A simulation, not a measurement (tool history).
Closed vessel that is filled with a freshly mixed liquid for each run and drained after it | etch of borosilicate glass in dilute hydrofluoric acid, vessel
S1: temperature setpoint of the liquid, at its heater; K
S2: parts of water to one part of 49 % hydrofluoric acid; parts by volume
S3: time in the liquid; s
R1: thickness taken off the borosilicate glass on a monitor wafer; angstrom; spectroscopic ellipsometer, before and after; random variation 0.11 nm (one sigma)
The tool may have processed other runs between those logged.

| run | hour | S1 | S2 | S3 | R1 |
|---|---|---|---|---|---|
| 1 | 0.0 | 293.15 | 250 | 95 | 152.20 |
| 2 | 7.2 | 295.65 | 250 | 95 | 169.27 |
| 3 | 8.1 | 296.65 | 250 | 95 | 175.37 |
| 4 | 11.0 | 297.15 | 250 | 95 | 178.26 |
| 5 | 19.3 | 295.15 | 250 | 95 | 166.27 |
| 6 | 20.9 | 295.15 | 170 | 95 | 263.30 |
| 7 | 23.5 | 294.15 | 175 | 95 | 244.95 |
| 8 | 25.4 | 294.15 | 175 | 95 | 244.53 |
| 9 | 34.5 | 293.15 | 180 | 95 | 226.34 |
| 10 | 36.5 | 292.65 | 180 | 95 | 222.70 |

Run 11, settings as shown, results not yet in. Your forecast:
| 11 | 42.2 | 292.15 | 180 | 95 | ? |

For run 11 the tool returned R1 219.51 angstrom.
